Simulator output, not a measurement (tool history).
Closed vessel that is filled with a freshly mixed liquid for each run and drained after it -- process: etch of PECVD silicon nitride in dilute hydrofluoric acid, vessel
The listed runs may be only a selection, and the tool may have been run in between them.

| run | day | temperature setpoint of the liquid (C) | parts of water to one part of 49 % hydrofluoric acid (parts by volume) | time in the liquid (s) | thickness taken off the PECVD silicon nitride on a monitor wafer (nm) |
|---|---|---|---|---|---|
| 1 | 0 | 21 | 55 | 720 | 44.981 |
| 2 | 0.029 | 23.5 | 55 | 720 | 53.964 |
| 3 | 0.125 | 25 | 55 | 720 | 60.091 |
| 4 | 0.183 | 25 | 55 | 770 | 63.854 |
| 5 | 0.542 | 23.5 | 55 | 770 | 57.684 |
| 6 | 0.804 | 25 | 55 | 770 | 63.937 |
| 7 | 0.946 | 26 | 55 | 770 | 68.271 |
| 8 | 1.042 | 27 | 55 | 770 | 73.251 |
| 9 | 1.162 | 27.5 | 55 | 770 | 74.934 |
| 10 | 1.467 | 28 | 55 | 770 | 78.92 |

For run 11, what comes out?
| 11 | 1.5 | 28.5 | 55 | 770 | ? |

{"run 11": {"thickness taken off the PECVD silicon nitride on a monitor wafer (nm)": 80.14}}

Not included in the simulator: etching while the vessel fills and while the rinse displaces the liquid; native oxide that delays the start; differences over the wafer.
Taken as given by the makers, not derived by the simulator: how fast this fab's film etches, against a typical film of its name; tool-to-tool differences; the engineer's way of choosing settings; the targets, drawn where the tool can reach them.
